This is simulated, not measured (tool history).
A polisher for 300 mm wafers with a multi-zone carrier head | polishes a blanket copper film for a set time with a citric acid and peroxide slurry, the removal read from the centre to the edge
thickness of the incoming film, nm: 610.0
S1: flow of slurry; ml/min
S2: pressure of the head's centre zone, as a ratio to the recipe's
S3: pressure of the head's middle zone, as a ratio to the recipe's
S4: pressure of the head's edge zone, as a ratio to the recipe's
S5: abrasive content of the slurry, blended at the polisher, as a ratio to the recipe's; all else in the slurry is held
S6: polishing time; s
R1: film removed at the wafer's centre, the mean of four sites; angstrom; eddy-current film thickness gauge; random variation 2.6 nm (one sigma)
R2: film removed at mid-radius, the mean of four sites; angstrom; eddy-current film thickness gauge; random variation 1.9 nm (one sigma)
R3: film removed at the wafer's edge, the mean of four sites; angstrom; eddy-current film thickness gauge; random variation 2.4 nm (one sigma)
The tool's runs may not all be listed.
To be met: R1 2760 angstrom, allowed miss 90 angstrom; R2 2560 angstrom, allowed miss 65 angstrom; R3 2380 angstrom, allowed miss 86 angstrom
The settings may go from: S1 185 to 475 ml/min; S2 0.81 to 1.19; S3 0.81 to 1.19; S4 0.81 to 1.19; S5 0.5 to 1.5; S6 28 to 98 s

{"run": 1, "hour": 0.0, "S1": 305, "S2": 1, "S3": 1, "S4": 1, "S5": 1, "S6": 63, "R1": 2170.7, "R2": 2214.3, "R3": 2151}
{"run": 2, "hour": 4.8, "S1": 305, "S2": 1, "S3": 1, "S4": 1, "S5": 1.2, "S6": 63, "R1": 2206.3, "R2": 2276.5, "R3": 2224.6}
{"run": 3, "hour": 7.4, "S1": 320, "S2": 1.06, "S3": 1.03, "S4": 1.01, "S5": 1.25, "S6": 63, "R1": 2385.9, "R2": 2417.7, "R3": 2321.8}
{"run": 4, "hour": 13.9, "S1": 320, "S2": 1.06, "S3": 1.03, "S4": 0.93, "S5": 1.25, "S6": 63, "R1": 2406.9, "R2": 2391.6, "R3": 2196.4}
{"run": 5, "hour": 17.9, "S1": 320, "S2": 1.06, "S3": 1.07, "S4": 0.93, "S5": 1.25, "S6": 63, "R1": 2357.1, "R2": 2431, "R3": 2164.5}
{"run": 6, "hour": 23.0, "S1": 340, "S2": 1.1, "S3": 1.06, "S4": 0.95, "S5": 1.25, "S6": 63, "R1": 2497.6, "R2": 2412.1, "R3": 2232.3}
{"run": 7, "hour": 25.0, "S1": 345, "S2": 1.13, "S3": 1.08, "S4": 0.96, "S5": 1.3, "S6": 63, "R1": 2548.8, "R2": 2507.1, "R3": 2205.4}
{"run": 8, "hour": 28.2, "S1": 355, "S2": 1.15, "S3": 1.07, "S4": 0.98, "S5": 1.35, "S6": 63, "R1": 2653.1, "R2": 2474.1, "R3": 2301}

Which of these 5 next moves meets every target?
{"run": "A", "hour": 31.4, "S1": 325, "S2": 1.14, "S3": 1.03, "S4": 0.97, "S5": 1.25, "S6": 68, "R1": "?", "R2": "?", "R3": "?"}
{"run": "B", "hour": 31.4, "S1": 400, "S2": 1.15, "S3": 0.96, "S4": 0.98, "S5": 1.35, "S6": 63, "R1": "?", "R2": "?", "R3": "?"}
{"run": "C", "hour": 31.4, "S1": 460, "S2": 1.17, "S3": 1.03, "S4": 0.99, "S5": 1.45, "S6": 60, "R1": "?", "R2": "?", "R3": "?"}
{"run": "D", "hour": 31.4, "S1": 340, "S2": 1.1, "S3": 1.1, "S4": 1.03, "S5": 1.45, "S6": 64, "R1": "?", "R2": "?", "R3": "?"}
{"run": "E", "hour": 31.4, "S1": 280, "S2": 1.13, "S3": 1.01, "S4": 1.08, "S5": 1.25, "S6": 64, "R1": "?", "R2": "?", "R3": "?"}

move=A R1=2804.4 R2=2569.2 R3=2393.5
move=B R1=2700.1 R2=2308.2 R3=2287.9
move=C R1=2679.1 R2=2384.9 R3=2232.5
move=D R1=2629.8 R2=2639.5 R3=2389.1
move=E R1=2583.2 R2=2351.3 R3=2354.4
A: meets every target
B: further off than the last run
C: further off than the last run
D: takes the result that was furthest off past its target
E: further off than the last run
Move A is the one to make.

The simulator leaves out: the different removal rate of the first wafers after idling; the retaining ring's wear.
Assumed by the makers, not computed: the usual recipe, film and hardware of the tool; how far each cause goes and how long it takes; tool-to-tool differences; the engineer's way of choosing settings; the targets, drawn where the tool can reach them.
